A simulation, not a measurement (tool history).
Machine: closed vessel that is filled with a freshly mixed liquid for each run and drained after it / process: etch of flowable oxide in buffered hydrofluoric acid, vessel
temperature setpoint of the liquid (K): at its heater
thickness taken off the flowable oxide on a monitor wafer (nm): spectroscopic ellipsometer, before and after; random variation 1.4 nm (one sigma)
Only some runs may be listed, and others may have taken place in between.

run	day	temperature setpoint of the liquid (K)	parts of 40 % ammonium fluoride to one part of 49 % hydrofluoric acid (parts by volume)	time in the liquid (s)	thickness taken off the flowable oxide on a monitor wafer (nm)
1	0	296.15	10.5	35	90.387
2	0.146	296.15	13.5	35	70.256
3	0.354	296.15	13.5	35	69.579
4	0.471	293.15	13.5	35	60.01
5	0.55	295.15	12.5	35	71.827
6	0.7	295.15	12.5	35	70.527
7	1.071	296.65	12	35	81.991
8	1.35	298.15	11.5	35	92.57
9	1.554	299.15	11	35	101.98
10	1.629	300.15	10.5	35	112.91
11	1.983	300.15	10.5	35	112.26
12	2.275	300.65	10.5	35	112.58

Expected results for the next run?
13	2.367	301.15	10	35	?

Run 13 came out at thickness taken off the flowable oxide on a monitor wafer (nm) 124.47.
